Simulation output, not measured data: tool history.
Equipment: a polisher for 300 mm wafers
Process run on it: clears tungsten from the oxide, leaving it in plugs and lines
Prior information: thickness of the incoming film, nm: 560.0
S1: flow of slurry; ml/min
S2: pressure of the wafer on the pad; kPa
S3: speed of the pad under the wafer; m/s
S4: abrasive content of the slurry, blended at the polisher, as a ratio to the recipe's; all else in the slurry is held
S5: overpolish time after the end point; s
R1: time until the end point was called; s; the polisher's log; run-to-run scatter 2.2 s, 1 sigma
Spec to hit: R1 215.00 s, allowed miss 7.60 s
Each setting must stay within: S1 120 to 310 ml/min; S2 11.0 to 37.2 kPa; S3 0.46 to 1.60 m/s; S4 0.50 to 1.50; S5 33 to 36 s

Run 1, day 0.000: S1 200 ml/min, S2 24.1 kPa, S3 1.02 m/s, S4 1.00, S5 33 s. Result: R1 160.86 s.
Run 2, day 0.312: S1 165 ml/min, S2 24.1 kPa, S3 1.02 m/s, S4 1.00, S5 33 s. Result: R1 164.69 s.
Run 3, day 0.438: S1 165 ml/min, S2 24.1 kPa, S3 1.02 m/s, S4 0.85, S5 33 s. Result: R1 171.19 s.
Run 4, day 0.608: S1 165 ml/min, S2 23.4 kPa, S3 1.02 m/s, S4 0.85, S5 33 s. Result: R1 173.84 s.
Run 5, day 0.688: S1 165 ml/min, S2 22.8 kPa, S3 1.02 m/s, S4 0.85, S5 33 s. Result: R1 178.11 s.
Run 6, day 0.829: S1 165 ml/min, S2 22.1 kPa, S3 1.02 m/s, S4 0.85, S5 33 s. Result: R1 183.52 s.
Run 7, day 1.192: S1 165 ml/min, S2 21.4 kPa, S3 1.02 m/s, S4 0.85, S5 33 s. Result: R1 188.77 s.
Run 8, day 1.483: S1 165 ml/min, S2 20.7 kPa, S3 1.02 m/s, S4 0.85, S5 33 s. Result: R1 197.10 s.
Run 9, day 1.733: S1 165 ml/min, S2 20.7 kPa, S3 1.02 m/s, S4 0.85, S5 33 s. Result: R1 195.54 s.
Run 10, day 1.771: S1 160 ml/min, S2 17.9 kPa, S3 1.02 m/s, S4 0.85, S5 33 s. Result: R1 226.88 s.

Which of these 4 next moves meets every target?
Run A, day 1.808: S1 180 ml/min, S2 17.9 kPa, S3 1.00 m/s, S4 0.60, S5 36 s. Result: R1 ?.
Run B, day 1.808: S1 120 ml/min, S2 15.9 kPa, S3 1.36 m/s, S4 0.90, S5 36 s. Result: R1 ?.
Run C, day 1.808: S1 155 ml/min, S2 19.3 kPa, S3 0.90 m/s, S4 0.85, S5 33 s. Result: R1 ?.
Run D, day 1.808: S1 165 ml/min, S2 17.2 kPa, S3 0.94 m/s, S4 0.85, S5 33 s. Result: R1 ?.

move      R1
   A  237.61
   B  215.68
   C  234.70
   D  249.68
A: further off than the last run
B: all results in spec
C: further off than the last run
D: further off than the last run
So the answer is move B, the one that meets all the targets.
